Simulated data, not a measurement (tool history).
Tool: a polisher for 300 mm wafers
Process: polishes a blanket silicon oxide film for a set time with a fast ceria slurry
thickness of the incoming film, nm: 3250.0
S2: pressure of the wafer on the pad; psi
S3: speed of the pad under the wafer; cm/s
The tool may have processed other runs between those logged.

run 1 hour=0.0 | flow_of_slurry_(ml/min)=195 S2=1.8 S3=78 polishing_time_(s)=116 | film_removed_(angstrom)=7539.6
run 2 hour=2.9 | flow_of_slurry_(ml/min)=195 S2=2.0 S3=78 polishing_time_(s)=116 | film_removed_(angstrom)=8220.7
run 3 hour=10.1 | flow_of_slurry_(ml/min)=195 S2=2.2 S3=78 polishing_time_(s)=116 | film_removed_(angstrom)=9055.3
run 4 hour=14.1 | flow_of_slurry_(ml/min)=195 S2=2.4 S3=78 polishing_time_(s)=116 | film_removed_(angstrom)=9735.0
run 5 hour=16.1 | flow_of_slurry_(ml/min)=195 S2=2.5 S3=80 polishing_time_(s)=116 | film_removed_(angstrom)=10148.0
run 6 hour=23.8 | flow_of_slurry_(ml/min)=195 S2=2.6 S3=82 polishing_time_(s)=116 | film_removed_(angstrom)=10459.0

Run 7 is up next; what results do you expect?
run 7 hour=31.4 | flow_of_slurry_(ml/min)=195 S2=2.7 S3=86 polishing_time_(s)=116 | film_removed_(angstrom)=?

Run 7 measured film removed (angstrom) 11487.0.
